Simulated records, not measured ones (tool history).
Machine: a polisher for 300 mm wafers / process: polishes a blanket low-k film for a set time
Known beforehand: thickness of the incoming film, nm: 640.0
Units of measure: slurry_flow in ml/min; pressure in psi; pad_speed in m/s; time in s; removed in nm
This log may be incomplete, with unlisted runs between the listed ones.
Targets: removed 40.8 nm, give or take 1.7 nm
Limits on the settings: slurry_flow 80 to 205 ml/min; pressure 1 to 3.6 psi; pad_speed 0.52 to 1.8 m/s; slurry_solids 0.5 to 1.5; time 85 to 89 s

| run | hour | slurry_flow | pressure | pad_speed | slurry_solids | time | removed |
|---|---|---|---|---|---|---|---|
| 1 | 0 | 135 | 2.3 | 1.16 | 1 | 85 | 57.301 |
| 2 | 3.8 | 130 | 2.1 | 1.16 | 1 | 85 | 53.468 |
| 3 | 11.1 | 130 | 1.9 | 1.16 | 1 | 85 | 46.609 |
| 4 | 15.8 | 130 | 1.9 | 1.16 | 1 | 85 | 47.304 |
| 5 | 20.2 | 130 | 1.9 | 1.28 | 1 | 85 | 50.534 |
| 6 | 20.9 | 130 | 2.4 | 1.28 | 1 | 85 | 64.131 |
| 7 | 25.7 | 130 | 2.1 | 1.26 | 1 | 85 | 56.433 |
| 8 | 32.5 | 130 | 1.9 | 1.26 | 1 | 85 | 49.674 |
| 9 | 41.1 | 120 | 1.5 | 1.24 | 1 | 85 | 39.636 |

Below are 5 possible settings for the next run. Only one of them brings all results inside the allowed miss of their targets. Which is it?
| A | 49.7 | 120 | 1.5 | 1.24 | 0.9 | 85 | ? |
| B | 49.7 | 130 | 1.7 | 1 | 0.9 | 85 | ? |
| C | 49.7 | 125 | 1.2 | 1.3 | 1.15 | 89 | ? |
| D | 49.7 | 120 | 1.5 | 1.22 | 1 | 89 | ? |
| E | 49.7 | 105 | 1.5 | 1.28 | 0.95 | 85 | ? |

| move | removed |
|---|---|
| A | 37.118 |
| B | 36.616 |
| C | 35.913 |
| D | 40.047 |
| E | 37.91 |
A: the biggest miss grows against the last run
B: the biggest miss grows against the last run
C: the biggest miss grows against the last run
D: in spec on every target
E: the biggest miss grows against the last run
Go with D: it meets all targets.
